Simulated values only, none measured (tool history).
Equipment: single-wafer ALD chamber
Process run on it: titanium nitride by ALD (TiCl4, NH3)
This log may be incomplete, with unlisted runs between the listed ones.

run  hour  heater temperature setpoint (deg C)  number of ALD cycles (cycles)  NH3 pulse time (s)  mean film thickness on the monitor wafer (Å)
  1     0                                  420                            110                2.87                                        24.128
  2   3.4                                  419                            109                2.63                                        23.839
  3  11.3                                  419                            110                2.63                                        24.106
  4  15.1                                  410                            110                2.63                                        24.104
  5  23.7                                  403                            110                2.63                                        23.968
  6  28.7                                  397                            110                2.63                                        23.909

Predict the results of run 7:
  7  34.6                                  397                            109                2.54                                             ?

{"run 7": {"mean film thickness on the monitor wafer (Å)": 23.742}}
